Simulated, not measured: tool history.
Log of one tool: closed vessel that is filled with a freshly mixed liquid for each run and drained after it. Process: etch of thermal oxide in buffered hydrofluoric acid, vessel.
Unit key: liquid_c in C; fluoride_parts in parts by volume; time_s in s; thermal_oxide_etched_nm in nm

run 1 hour=0.0 | liquid_c=21.0 fluoride_parts=18.0 time_s=105 | thermal_oxide_etched_nm=57.448
run 2 hour=1.9 | liquid_c=20.0 fluoride_parts=18.0 time_s=105 | thermal_oxide_etched_nm=55.987
run 3 hour=7.7 | liquid_c=19.0 fluoride_parts=18.0 time_s=105 | thermal_oxide_etched_nm=51.884
run 4 hour=10.6 | liquid_c=19.0 fluoride_parts=18.0 time_s=105 | thermal_oxide_etched_nm=52.435
run 5 hour=17.9 | liquid_c=19.0 fluoride_parts=18.0 time_s=115 | thermal_oxide_etched_nm=56.912
run 6 hour=26.3 | liquid_c=19.0 fluoride_parts=14.5 time_s=115 | thermal_oxide_etched_nm=70.044
run 7 hour=35.4 | liquid_c=18.5 fluoride_parts=16.0 time_s=115 | thermal_oxide_etched_nm=62.446
run 8 hour=42.1 | liquid_c=18.0 fluoride_parts=17.0 time_s=115 | thermal_oxide_etched_nm=57.508
run 9 hour=46.2 | liquid_c=17.5 fluoride_parts=17.5 time_s=115 | thermal_oxide_etched_nm=54.033

The next listed run, before its measurement:
run 10 hour=53.7 | liquid_c=17.5 fluoride_parts=18.0 time_s=115 | thermal_oxide_etched_nm=?

thermal_oxide_etched_nm: 52.271 nm

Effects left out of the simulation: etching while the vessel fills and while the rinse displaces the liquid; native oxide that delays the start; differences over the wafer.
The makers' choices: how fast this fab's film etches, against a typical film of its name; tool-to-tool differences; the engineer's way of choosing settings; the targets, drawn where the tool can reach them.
